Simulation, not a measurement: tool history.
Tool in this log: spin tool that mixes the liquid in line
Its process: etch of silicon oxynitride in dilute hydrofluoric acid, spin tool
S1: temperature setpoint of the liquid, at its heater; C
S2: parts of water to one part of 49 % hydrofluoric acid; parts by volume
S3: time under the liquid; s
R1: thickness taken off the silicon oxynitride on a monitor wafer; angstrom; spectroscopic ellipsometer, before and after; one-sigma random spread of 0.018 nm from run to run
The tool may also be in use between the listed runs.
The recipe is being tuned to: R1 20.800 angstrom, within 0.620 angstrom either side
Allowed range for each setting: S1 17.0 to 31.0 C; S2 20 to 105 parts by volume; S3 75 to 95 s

run,day,S1,S2,S3,R1
1,0.000,23.0,55,95,31.268
2,0.350,26.0,55,95,36.298
3,0.542,28.5,55,95,39.953
4,0.896,28.5,45,95,50.260
5,0.979,27.0,50,95,41.491
6,1.062,27.0,50,95,41.410
7,1.196,25.5,50,95,38.707
8,1.233,24.0,50,95,35.868
9,1.588,23.0,50,95,34.176
# day 1.633: thermometer replaced
10,1.633,19.0,65,95,23.722
11,1.683,18.5,65,95,23.558

4 candidate next runs follow, results not yet known. Just one meets every target within its allowed miss. Identify it.
A,1.733,17.0,70,90,?
B,1.733,18.0,60,80,?
C,1.733,17.5,50,75,?
D,1.733,19.5,70,95,?

move,R1
A,18.955
B,20.819
C,22.979
D,22.698
A: takes the biggest miss from the last run beyond its target
B: in spec on every target
C: closer than the last run, but not yet in spec
D: closer than the last run, but not yet in spec
So the answer is move B, the one that meets all the targets.

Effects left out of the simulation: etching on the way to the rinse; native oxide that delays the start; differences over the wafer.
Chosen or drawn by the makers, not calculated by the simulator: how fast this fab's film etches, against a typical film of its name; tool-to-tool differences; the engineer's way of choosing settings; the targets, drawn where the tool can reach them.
